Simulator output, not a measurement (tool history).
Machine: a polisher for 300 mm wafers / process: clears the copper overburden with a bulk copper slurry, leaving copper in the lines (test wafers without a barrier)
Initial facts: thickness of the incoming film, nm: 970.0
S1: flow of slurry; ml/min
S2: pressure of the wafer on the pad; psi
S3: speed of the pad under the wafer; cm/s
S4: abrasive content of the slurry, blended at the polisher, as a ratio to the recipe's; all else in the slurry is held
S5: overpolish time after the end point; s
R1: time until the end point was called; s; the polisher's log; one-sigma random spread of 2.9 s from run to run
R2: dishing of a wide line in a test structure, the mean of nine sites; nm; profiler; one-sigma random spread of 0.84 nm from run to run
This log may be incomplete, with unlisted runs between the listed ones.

| run | hour | S1 | S2 | S3 | S4 | S5 | R1 | R2 |
|---|---|---|---|---|---|---|---|---|
| 1 | 0 | 190 | 3.3 | 122 | 1 | 10 | 64.391 | 87.222 |
| 2 | 2.1 | 190 | 2.8 | 114 | 1 | 11 | 85.417 | 79.28 |
| 3 | 3.9 | 190 | 2.8 | 144 | 1 | 11 | 66.577 | 90.691 |
| 4 | 9.6 | 190 | 2.5 | 134 | 1 | 12 | 78.782 | 84.261 |
| 5 | 15.6 | 190 | 2.2 | 124 | 1 | 13 | 100.89 | 76.504 |
| 6 | 17.7 | 190 | 2 | 122 | 1 | 14 | 105.26 | 75.694 |
| 7 | 24.2 | 175 | 1.5 | 88 | 0.95 | 18 | 197.38 | 57.65 |
| 8 | 25.2 | 185 | 1.7 | 88 | 0.95 | 18 | 180.22 | 62.959 |
| 9 | 30.2 | 200 | 1.8 | 88 | 0.95 | 18 | 167.08 | 65.097 |
| 10 | 37.7 | 210 | 1.8 | 88 | 0.95 | 18 | 164.72 | 66.058 |
|  | 38.6 | head pressure recalibrated |
| 11 | 38.6 | 220 | 1.8 | 88 | 0.95 | 18 | 176.15 | 64.016 |

For run 12, what comes out?
| 12 | 44.6 | 220 | 1.9 | 88 | 0.95 | 18 | ? | ? |

R1: 168.43 s
R2: 64.282 nm

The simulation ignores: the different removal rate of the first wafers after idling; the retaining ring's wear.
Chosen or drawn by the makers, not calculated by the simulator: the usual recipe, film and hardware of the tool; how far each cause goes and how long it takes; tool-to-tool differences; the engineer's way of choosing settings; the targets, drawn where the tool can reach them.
